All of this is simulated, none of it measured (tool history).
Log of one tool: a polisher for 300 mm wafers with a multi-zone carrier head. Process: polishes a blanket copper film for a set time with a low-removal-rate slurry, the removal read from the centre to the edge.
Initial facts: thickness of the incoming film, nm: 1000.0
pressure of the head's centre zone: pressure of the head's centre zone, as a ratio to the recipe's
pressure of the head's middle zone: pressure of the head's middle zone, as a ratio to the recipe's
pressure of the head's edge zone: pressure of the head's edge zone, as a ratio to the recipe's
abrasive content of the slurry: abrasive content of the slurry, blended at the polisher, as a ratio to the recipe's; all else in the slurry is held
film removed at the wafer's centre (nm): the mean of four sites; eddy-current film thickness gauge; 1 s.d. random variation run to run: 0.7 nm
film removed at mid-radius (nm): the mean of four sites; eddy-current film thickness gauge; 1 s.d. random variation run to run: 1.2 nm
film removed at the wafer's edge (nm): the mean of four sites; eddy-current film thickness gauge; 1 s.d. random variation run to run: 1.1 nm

run,hour,flow of slurry (ml/min),pressure of the head's centre zone,pressure of the head's middle zone,pressure of the head's edge zone,abrasive content of the slurry,polishing time (s),film removed at the wafer's centre (nm),film removed at mid-radius (nm),film removed at the wafer's edge (nm)
1,0,185,1,1,1,1,73,151.53,157.09,157.33
2,5.2,205,1,1,1,1,73,152.84,160.58,155.44
3,10.5,205,1,1,1,1,84,177.33,182.88,177.04
4,16.5,220,1.02,0.95,0.96,0.85,68,142.64,137.61,139.38
5,22.9,235,1.03,0.94,0.92,0.75,58,121.7,114.56,113.28
6,24.8,270,1.03,0.94,0.92,0.75,58,124.7,118.67,114.31
7,29.5,275,1.02,0.91,0.9,0.65,54,111.91,104.51,105.06

Estimate the outcome of run 8 from the log above:
8,30.9,225,1.04,0.89,0.81,0.5,47,?,?,?

{"run 8": {"film removed at the wafer's centre (nm)": 91.874, "film removed at mid-radius (nm)": 83.178, "film removed at the wafer's edge (nm)": 80.732}}
